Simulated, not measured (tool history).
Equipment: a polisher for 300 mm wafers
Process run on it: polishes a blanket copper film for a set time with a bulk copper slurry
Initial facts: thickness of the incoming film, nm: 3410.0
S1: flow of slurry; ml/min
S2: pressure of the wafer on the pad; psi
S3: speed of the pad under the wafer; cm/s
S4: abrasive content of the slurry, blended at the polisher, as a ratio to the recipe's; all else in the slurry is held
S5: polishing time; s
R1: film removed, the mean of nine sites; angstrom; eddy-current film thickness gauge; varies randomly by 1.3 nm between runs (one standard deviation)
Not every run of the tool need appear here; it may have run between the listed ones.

run	hour	S1	S2	S3	S4	S5	R1
1	0	185	2.2	110	1	42	2509.7
2	2.1	155	2.2	110	1	42	2403.3
3	4.1	155	2.2	92	1	42	2023.2
4	10.8	150	2.1	92	1	42	1955.9
5	16.6	165	2.1	92	1	42	1989.9
6	24	195	2.1	92	1	42	2106.6
7	32.1	190	2	92	1	42	2044.5
8	37.2	185	1.9	92	1	42	1908.9

Run 9 has not been measured yet. What should we expect?
# hour 45.3: slurry nozzle cleaned
9	45.3	180	1.9	92	1	42	?

Logged for run 9: R1 2100.7 angstrom.
